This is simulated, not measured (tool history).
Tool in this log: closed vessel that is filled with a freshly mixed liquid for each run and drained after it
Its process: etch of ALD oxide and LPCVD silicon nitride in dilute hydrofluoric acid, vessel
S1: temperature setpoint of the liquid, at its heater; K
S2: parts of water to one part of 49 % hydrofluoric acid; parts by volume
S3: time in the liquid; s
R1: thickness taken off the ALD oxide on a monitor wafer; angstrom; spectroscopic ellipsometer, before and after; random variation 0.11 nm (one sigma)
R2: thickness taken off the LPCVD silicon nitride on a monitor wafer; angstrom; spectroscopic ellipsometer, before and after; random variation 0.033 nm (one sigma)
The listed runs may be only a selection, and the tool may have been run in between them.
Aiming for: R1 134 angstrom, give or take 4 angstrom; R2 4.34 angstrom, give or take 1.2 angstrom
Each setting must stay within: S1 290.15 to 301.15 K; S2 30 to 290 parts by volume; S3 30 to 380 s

Run 1, hour 0: S1 293.15 K, S2 160 parts by volume, S3 195 s. Result: R1 150.01 angstrom, R2 4.331 angstrom.
Run 2, hour 2.9: S1 293.15 K, S2 110 parts by volume, S3 195 s. Result: R1 233.76 angstrom, R2 6.9519 angstrom.
Run 3, hour 11.5: S1 291.65 K, S2 110 parts by volume, S3 195 s. Result: R1 217.01 angstrom, R2 6.0997 angstrom.
Run 4, hour 17.2: S1 291.65 K, S2 120 parts by volume, S3 195 s. Result: R1 202.27 angstrom, R2 6.0733 angstrom.
Run 5, hour 20.5: S1 291.15 K, S2 130 parts by volume, S3 195 s. Result: R1 176.97 angstrom, R2 4.7789 angstrom.
Run 6, hour 24.5: S1 291.15 K, S2 100 parts by volume, S3 195 s. Result: R1 237.64 angstrom, R2 5.9086 angstrom.
Run 7, hour 32.7: S1 291.15 K, S2 115 parts by volume, S3 195 s. Result: R1 202.32 angstrom, R2 5.4447 angstrom.
Run 8, hour 39.8: S1 291.15 K, S2 125 parts by volume, S3 195 s. Result: R1 186.42 angstrom, R2 5.1116 angstrom.
Run 9, hour 44.3: S1 291.15 K, S2 135 parts by volume, S3 195 s. Result: R1 170.48 angstrom, R2 5.2985 angstrom.

Pick the move, out of 5, that brings all results within their allowed miss; only one does.
Run A, hour 48.8: S1 290.15 K, S2 135 parts by volume, S3 170 s. Result: R1 ?, R2 ?.
Run B, hour 48.8: S1 290.65 K, S2 240 parts by volume, S3 305 s. Result: R1 ?, R2 ?.
Run C, hour 48.8: S1 291.15 K, S2 170 parts by volume, S3 215 s. Result: R1 ?, R2 ?.
Run D, hour 48.8: S1 290.15 K, S2 185 parts by volume, S3 245 s. Result: R1 ?, R2 ?.
Run E, hour 48.8: S1 291.15 K, S2 185 parts by volume, S3 235 s. Result: R1 ?, R2 ?.

move      R1      R2
   A     144  3.8075
   B  134.39  4.0649
   C  145.56  4.1272
   D  144.35  4.0519
   E  144.11  4.1578
A: nearer than the last run, and not there yet
B: meets every target
C: nearer than the last run, and not there yet
D: nearer than the last run, and not there yet
E: nearer than the last run, and not there yet
The right move is B.

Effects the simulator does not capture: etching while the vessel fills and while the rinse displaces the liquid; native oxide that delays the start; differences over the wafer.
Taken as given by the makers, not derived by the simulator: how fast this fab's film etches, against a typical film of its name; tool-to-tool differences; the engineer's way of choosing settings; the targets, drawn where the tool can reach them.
